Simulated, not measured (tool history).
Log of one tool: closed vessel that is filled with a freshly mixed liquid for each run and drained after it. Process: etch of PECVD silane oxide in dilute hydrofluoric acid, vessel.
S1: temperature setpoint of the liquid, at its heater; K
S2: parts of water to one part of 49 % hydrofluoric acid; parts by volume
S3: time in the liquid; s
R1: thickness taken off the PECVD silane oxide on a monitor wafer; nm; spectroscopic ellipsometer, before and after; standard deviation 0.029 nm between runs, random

run	hour	S1	S2	S3	R1
1	0.0	295.15	130	30	3.3879
2	5.9	298.65	130	30	3.8597
3	10.8	300.15	120	30	4.4856
4	18.2	301.15	115	30	4.9193
5	20.9	301.65	115	30	4.9921
6	26.2	301.65	115	30	4.9261

Forecast run 7:
7	29.8	302.15	110	30	?

R1: 5.3794 nm
